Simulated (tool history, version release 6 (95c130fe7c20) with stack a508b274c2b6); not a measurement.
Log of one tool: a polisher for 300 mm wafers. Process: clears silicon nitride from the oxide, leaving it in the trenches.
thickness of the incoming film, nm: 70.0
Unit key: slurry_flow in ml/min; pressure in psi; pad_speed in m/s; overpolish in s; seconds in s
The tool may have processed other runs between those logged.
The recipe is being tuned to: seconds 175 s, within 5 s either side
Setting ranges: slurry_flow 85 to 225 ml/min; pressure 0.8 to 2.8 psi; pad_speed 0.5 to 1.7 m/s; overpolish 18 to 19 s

run  hour  slurry_flow  pressure  pad_speed  overpolish  seconds
  1     0          145       1.8        1.1          18   119.22
  2   3.6          145       1.8       1.36          18    96.65
  3  10.9          145       2.1       1.36          18   83.339
  4  13.1          140       1.8       1.34          18   97.569
  5  14.9          140       1.6       1.32          18   111.45
  6  22.8          125       1.6       1.32          18   112.27
  7  29.2          125       1.6       1.32          18   114.59
  8  32.4          120       1.5       1.32          18   120.47
  9  40.8          115       1.4       1.32          18   132.18
 10  45.6          110       1.3       1.32          18   141.29
 11  51.3          105       1.2       1.32          18   154.28
 12  58.7          100       1.1       1.32          18   169.64

Of the 5 settings listed for the next run, only one would bring every result within its allowed miss of target. Which one?
  A  66.1          105       1.1       1.24          18        ?
  B  66.1           95       1.2       1.26          18        ?
  C  66.1           85       1.2       1.34          18        ?
  D  66.1          110       1.1       1.36          19        ?
  E  66.1          115       1.2       1.24          19        ?

move  seconds
   A   178.08
   B   165.81
   C   160.63
   D   161.09
   E    161.3
A: all results in spec
B: the biggest miss grows against the last run
C: the biggest miss grows against the last run
D: the biggest miss grows against the last run
E: the biggest miss grows against the last run
So the answer is move A, the one that meets all the targets.
